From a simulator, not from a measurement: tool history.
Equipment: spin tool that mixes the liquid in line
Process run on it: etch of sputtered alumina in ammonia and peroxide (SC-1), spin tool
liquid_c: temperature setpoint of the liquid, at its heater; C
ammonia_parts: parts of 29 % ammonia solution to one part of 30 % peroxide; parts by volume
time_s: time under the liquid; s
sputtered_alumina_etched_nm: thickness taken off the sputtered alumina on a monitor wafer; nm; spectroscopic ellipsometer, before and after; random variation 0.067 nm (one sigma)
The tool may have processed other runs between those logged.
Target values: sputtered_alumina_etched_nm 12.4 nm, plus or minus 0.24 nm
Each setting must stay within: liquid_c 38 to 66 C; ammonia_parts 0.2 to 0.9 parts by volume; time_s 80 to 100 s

run	day	liquid_c	ammonia_parts	time_s	sputtered_alumina_etched_nm
1	0	50	0.5	100	9.134
2	0.292	54.5	0.5	100	11.696
3	0.35	51	0.5	100	9.6128
4	0.592	51	0.5	100	9.6943
5	0.779	57	0.5	100	13.251
6	1.058	57	0.5	80	10.622
7	1.133	58	0.5	80	11.043
8	1.375	58.5	0.5	80	11.491
9	1.529	59	0.5	80	11.795
10	1.667	59.5	0.5	80	12.136

Exercise: of the 4 proposed moves below, exactly one satisfies all targets within the stated allowed misses. Which move is it?
A	1.804	58.5	0.5	90	?
B	1.804	57.5	0.45	95	?
C	1.804	56.5	0.6	95	?
D	1.804	61	0.45	80	?

move	sputtered_alumina_etched_nm
A	12.948
B	12.845
C	12.526
D	12.959
A: pushes the last run's worst result past its target
B: pushes the last run's worst result past its target
C: every result within its allowed miss
D: pushes the last run's worst result past its target
C is the move that brings every result within its allowed miss.
